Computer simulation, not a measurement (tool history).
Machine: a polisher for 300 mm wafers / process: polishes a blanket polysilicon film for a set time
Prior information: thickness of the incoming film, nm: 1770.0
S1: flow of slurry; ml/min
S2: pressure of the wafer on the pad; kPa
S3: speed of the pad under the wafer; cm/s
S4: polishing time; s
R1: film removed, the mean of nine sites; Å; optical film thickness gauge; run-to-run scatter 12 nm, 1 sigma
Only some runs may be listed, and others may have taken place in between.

Run 1, day 0: S1 260 ml/min, S2 17.2 kPa, S3 84 cm/s, S4 118 s. Result: R1 6372.8 Å.
Run 2, day 0.075: S1 260 ml/min, S2 18.6 kPa, S3 84 cm/s, S4 118 s. Result: R1 6983.2 Å.
Run 3, day 0.417: S1 220 ml/min, S2 18.6 kPa, S3 84 cm/s, S4 118 s. Result: R1 6942.7 Å.
Run 4, day 0.742: S1 220 ml/min, S2 18.6 kPa, S3 100 cm/s, S4 118 s. Result: R1 8020.3 Å.
Run 5, day 0.992: S1 220 ml/min, S2 19.3 kPa, S3 100 cm/s, S4 118 s. Result: R1 8259.8 Å.
Run 6, day 1.117: S1 220 ml/min, S2 19.3 kPa, S3 86 cm/s, S4 118 s. Result: R1 7305.3 Å.
Run 7, day 1.446: S1 220 ml/min, S2 19.3 kPa, S3 86 cm/s, S4 118 s. Result: R1 7378.7 Å.

What will run 8 give?
Run 8, day 1.746: S1 220 ml/min, S2 20 kPa, S3 86 cm/s, S4 118 s. Result: R1 ?.

R1: 7557.4 Å

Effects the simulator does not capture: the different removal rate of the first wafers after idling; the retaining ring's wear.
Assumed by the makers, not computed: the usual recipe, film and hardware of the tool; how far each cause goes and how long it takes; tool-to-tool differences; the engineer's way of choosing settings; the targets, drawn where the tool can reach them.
